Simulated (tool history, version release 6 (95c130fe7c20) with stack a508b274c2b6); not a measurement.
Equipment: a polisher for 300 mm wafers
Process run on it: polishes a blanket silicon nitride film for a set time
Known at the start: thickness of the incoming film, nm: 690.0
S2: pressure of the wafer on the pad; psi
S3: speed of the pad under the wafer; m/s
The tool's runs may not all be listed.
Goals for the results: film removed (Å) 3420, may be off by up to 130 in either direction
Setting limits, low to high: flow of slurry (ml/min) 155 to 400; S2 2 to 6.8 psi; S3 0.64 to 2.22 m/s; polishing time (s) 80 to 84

run 1 day=0 | flow_of_slurry_(ml/min)=255 S2=4.4 S3=1.42 polishing_time_(s)=80 | film_removed_(Å)=2217.1
run 2 day=0.333 | flow_of_slurry_(ml/min)=255 S2=4.9 S3=1.44 polishing_time_(s)=80 | film_removed_(Å)=2497.4
run 3 day=0.542 | flow_of_slurry_(ml/min)=255 S2=5.2 S3=1.44 polishing_time_(s)=80 | film_removed_(Å)=2554.8
run 4 day=0.621 | flow_of_slurry_(ml/min)=285 S2=5.2 S3=1.44 polishing_time_(s)=80 | film_removed_(Å)=2586.4
run 5 day=0.717 | flow_of_slurry_(ml/min)=250 S2=5.2 S3=1.44 polishing_time_(s)=80 | film_removed_(Å)=2497.2
run 6 day=0.879 | flow_of_slurry_(ml/min)=265 S2=5.6 S3=1.46 polishing_time_(s)=80 | film_removed_(Å)=2814
run 7 day=1 | flow_of_slurry_(ml/min)=265 S2=5.8 S3=1.46 polishing_time_(s)=80 | film_removed_(Å)=2815.4
run 8 day=1.204 | flow_of_slurry_(ml/min)=265 S2=6.1 S3=1.48 polishing_time_(s)=80 | film_removed_(Å)=2903.8
run 9 day=1.238 | flow_of_slurry_(ml/min)=270 S2=6.3 S3=1.52 polishing_time_(s)=80 | film_removed_(Å)=3129.2
run 10 day=1.533 | flow_of_slurry_(ml/min)=270 S2=6.4 S3=1.52 polishing_time_(s)=80 | film_removed_(Å)=3122.1

Below are 5 possible settings for the next run. Only one of them brings all results inside the allowed miss of their targets. Which is it?
run A day=1.829 | flow_of_slurry_(ml/min)=170 S2=6 S3=1.52 polishing_time_(s)=80 | film_removed_(Å)=?
run B day=1.829 | flow_of_slurry_(ml/min)=255 S2=6.8 S3=1.5 polishing_time_(s)=84 | film_removed_(Å)=?
run C day=1.829 | flow_of_slurry_(ml/min)=255 S2=5.1 S3=1.5 polishing_time_(s)=84 | film_removed_(Å)=?
run D day=1.829 | flow_of_slurry_(ml/min)=220 S2=6.3 S3=1.3 polishing_time_(s)=80 | film_removed_(Å)=?
run E day=1.829 | flow_of_slurry_(ml/min)=270 S2=5.9 S3=1.46 polishing_time_(s)=82 | film_removed_(Å)=?

move=A film_removed_(Å)=2821.5
move=B film_removed_(Å)=3413.1
move=C film_removed_(Å)=2686.5
move=D film_removed_(Å)=2765.2
move=E film_removed_(Å)=2925
A: further off than the last run
B: each result inside its tolerance
C: further off than the last run
D: further off than the last run
E: further off than the last run
Answer: B
